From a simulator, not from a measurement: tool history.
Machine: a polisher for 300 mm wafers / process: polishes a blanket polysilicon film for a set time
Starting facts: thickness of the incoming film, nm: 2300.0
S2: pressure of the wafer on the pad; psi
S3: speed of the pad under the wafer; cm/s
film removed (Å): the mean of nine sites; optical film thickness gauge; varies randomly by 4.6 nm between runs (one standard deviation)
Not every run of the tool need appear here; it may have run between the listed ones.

run 1 hour=0 | flow_of_slurry_(ml/min)=205 S2=2.6 S3=76 polishing_time_(s)=50 | film_removed_(Å)=2422.7
run 2 hour=7.8 | flow_of_slurry_(ml/min)=205 S2=2.6 S3=76 polishing_time_(s)=50 | film_removed_(Å)=2402.2
run 3 hour=12 | flow_of_slurry_(ml/min)=205 S2=2.8 S3=76 polishing_time_(s)=50 | film_removed_(Å)=2578
run 4 hour=13.4 | flow_of_slurry_(ml/min)=205 S2=2.8 S3=64 polishing_time_(s)=50 | film_removed_(Å)=2157.4
-- hour=19.6 slurry nozzle cleaned
run 5 hour=19.6 | flow_of_slurry_(ml/min)=175 S2=2.8 S3=64 polishing_time_(s)=50 | film_removed_(Å)=2156.1
run 6 hour=27.5 | flow_of_slurry_(ml/min)=200 S2=2.8 S3=64 polishing_time_(s)=50 | film_removed_(Å)=2177.6

Forecast run 7:
run 7 hour=29.3 | flow_of_slurry_(ml/min)=200 S2=3.1 S3=64 polishing_time_(s)=50 | film_removed_(Å)=?

{"run 7": {"film removed (Å)": 2407.6}}

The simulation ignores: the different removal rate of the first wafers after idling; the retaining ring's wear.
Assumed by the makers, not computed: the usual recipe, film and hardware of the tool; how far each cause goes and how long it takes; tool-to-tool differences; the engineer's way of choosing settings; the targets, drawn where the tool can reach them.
